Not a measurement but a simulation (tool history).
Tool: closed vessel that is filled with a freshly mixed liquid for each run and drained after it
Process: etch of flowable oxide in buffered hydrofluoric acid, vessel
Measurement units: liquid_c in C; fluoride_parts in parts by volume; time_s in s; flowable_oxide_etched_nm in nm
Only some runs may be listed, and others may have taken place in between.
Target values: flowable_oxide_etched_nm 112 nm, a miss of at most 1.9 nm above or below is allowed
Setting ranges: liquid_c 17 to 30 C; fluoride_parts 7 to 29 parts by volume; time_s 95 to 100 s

run 1 day=0 | liquid_c=22 fluoride_parts=18 time_s=95 | flowable_oxide_etched_nm=183.24
run 2 day=0.371 | liquid_c=21 fluoride_parts=19 time_s=95 | flowable_oxide_etched_nm=164.73
run 3 day=0.721 | liquid_c=21 fluoride_parts=19 time_s=100 | flowable_oxide_etched_nm=172.61
run 4 day=0.817 | liquid_c=19 fluoride_parts=19 time_s=100 | flowable_oxide_etched_nm=155.33
run 5 day=1.029 | liquid_c=18.5 fluoride_parts=19.5 time_s=100 | flowable_oxide_etched_nm=146.22
run 6 day=1.154 | liquid_c=17 fluoride_parts=19.5 time_s=100 | flowable_oxide_etched_nm=135.59
run 7 day=1.508 | liquid_c=17 fluoride_parts=24 time_s=100 | flowable_oxide_etched_nm=115.54
run 8 day=1.754 | liquid_c=17 fluoride_parts=24.5 time_s=100 | flowable_oxide_etched_nm=115.2

Which single option among these 4 for the next run brings every result within its allowed miss of target? Just one does.
run A day=2 | liquid_c=17 fluoride_parts=25 time_s=95 | flowable_oxide_etched_nm=?
run B day=2 | liquid_c=18 fluoride_parts=27.5 time_s=100 | flowable_oxide_etched_nm=?
run C day=2 | liquid_c=17.5 fluoride_parts=24.5 time_s=100 | flowable_oxide_etched_nm=?
run D day=2 | liquid_c=17 fluoride_parts=24.5 time_s=95 | flowable_oxide_etched_nm=?

move=A flowable_oxide_etched_nm=107.54
move=B flowable_oxide_etched_nm=112.2
move=C flowable_oxide_etched_nm=118.13
move=D flowable_oxide_etched_nm=109.05
A: takes the biggest miss from the last run beyond its target
B: all results land within tolerance of their targets
C: the biggest miss grows against the last run
D: takes the biggest miss from the last run beyond its target
Correct choice: B, which meets every target

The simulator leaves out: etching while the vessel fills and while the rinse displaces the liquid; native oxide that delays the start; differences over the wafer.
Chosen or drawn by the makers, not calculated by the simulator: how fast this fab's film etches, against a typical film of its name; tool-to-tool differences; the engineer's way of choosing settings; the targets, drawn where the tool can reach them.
